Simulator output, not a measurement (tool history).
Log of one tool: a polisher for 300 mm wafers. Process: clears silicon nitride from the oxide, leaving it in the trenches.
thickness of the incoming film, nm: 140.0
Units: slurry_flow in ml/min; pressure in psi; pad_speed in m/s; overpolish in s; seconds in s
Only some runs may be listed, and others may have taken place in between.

run,hour,slurry_flow,pressure,pad_speed,overpolish,seconds
1,0,225,3.1,0.98,3,150.58
2,6.3,255,3.1,0.98,3,149.55
3,7.8,255,3.2,0.98,3,141.93
4,11.5,255,2.6,0.98,3,175.61
5,15.2,255,2.6,0.98,3,176.74
6,16.2,255,2,0.98,3,221.4
7,23,255,2.2,0.98,3,201.9

Estimate the outcome of run 8 from the log above:
8,27.8,255,2.2,0.98,3,?

{"run 8": {"seconds": 201.13}}
